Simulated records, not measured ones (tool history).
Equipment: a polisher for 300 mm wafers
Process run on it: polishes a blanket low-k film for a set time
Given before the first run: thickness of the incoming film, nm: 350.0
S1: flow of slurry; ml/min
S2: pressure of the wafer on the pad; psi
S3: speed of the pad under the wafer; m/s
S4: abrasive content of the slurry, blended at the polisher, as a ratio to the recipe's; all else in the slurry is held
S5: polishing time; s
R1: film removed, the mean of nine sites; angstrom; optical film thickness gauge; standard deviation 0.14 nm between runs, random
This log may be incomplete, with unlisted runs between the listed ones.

Run 1, hour 0.0: S1 265 ml/min, S2 2.1 psi, S3 1.22 m/s, S4 1.0, S5 34 s. Result: R1 144.93 angstrom.
Run 2, hour 3.9: S1 265 ml/min, S2 2.0 psi, S3 1.22 m/s, S4 1.0, S5 34 s. Result: R1 144.46 angstrom.
Run 3, hour 9.8: S1 265 ml/min, S2 2.0 psi, S3 1.22 m/s, S4 1.0, S5 34 s. Result: R1 139.89 angstrom.
Run 4, hour 15.4: S1 265 ml/min, S2 1.9 psi, S3 1.22 m/s, S4 1.0, S5 34 s. Result: R1 133.71 angstrom.
Run 5, hour 20.4: S1 265 ml/min, S2 1.9 psi, S3 1.36 m/s, S4 1.0, S5 34 s. Result: R1 144.14 angstrom.
Run 6, hour 24.6: S1 265 ml/min, S2 1.9 psi, S3 1.54 m/s, S4 1.0, S5 34 s. Result: R1 149.08 angstrom.
Run 7, hour 28.6: S1 265 ml/min, S2 1.8 psi, S3 1.52 m/s, S4 1.0, S5 34 s. Result: R1 146.70 angstrom.

Run 8 has not been measured yet. What should we expect?
Run 8, hour 36.0: S1 265 ml/min, S2 1.7 psi, S3 1.50 m/s, S4 1.0, S5 34 s. Result: R1 ?.

Logged for run 8: R1 137.68 angstrom.
